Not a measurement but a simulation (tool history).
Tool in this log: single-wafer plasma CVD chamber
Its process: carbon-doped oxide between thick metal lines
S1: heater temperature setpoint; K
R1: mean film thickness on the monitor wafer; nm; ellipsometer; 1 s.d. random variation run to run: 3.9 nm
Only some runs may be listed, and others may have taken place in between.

Run 1, day 0.000: S1 633.15 K, chamber pressure (mTorr) 4360, RF power (kW) 0.625, deposition time (s) 235. Result: R1 1442.1 nm.
Run 2, day 0.325: S1 633.15 K, chamber pressure (mTorr) 4360, RF power (kW) 0.625, deposition time (s) 242. Result: R1 1481.9 nm.
Run 3, day 0.471: S1 631.15 K, chamber pressure (mTorr) 4590, RF power (kW) 0.660, deposition time (s) 242. Result: R1 1569.9 nm.
Run 4, day 0.575: S1 630.15 K, chamber pressure (mTorr) 4840, RF power (kW) 0.675, deposition time (s) 242. Result: R1 1615.8 nm.
Run 5, day 0.633: S1 629.15 K, chamber pressure (mTorr) 5050, RF power (kW) 0.685, deposition time (s) 242. Result: R1 1647.2 nm.
Run 6, day 0.671: S1 628.15 K, chamber pressure (mTorr) 5220, RF power (kW) 0.695, deposition time (s) 242. Result: R1 1677.0 nm.

The next listed run, before its measurement:
Run 7, day 0.883: S1 627.15 K, chamber pressure (mTorr) 5350, RF power (kW) 0.700, deposition time (s) 242. Result: R1 ?.

Logged for run 7: R1 1691.6 nm.

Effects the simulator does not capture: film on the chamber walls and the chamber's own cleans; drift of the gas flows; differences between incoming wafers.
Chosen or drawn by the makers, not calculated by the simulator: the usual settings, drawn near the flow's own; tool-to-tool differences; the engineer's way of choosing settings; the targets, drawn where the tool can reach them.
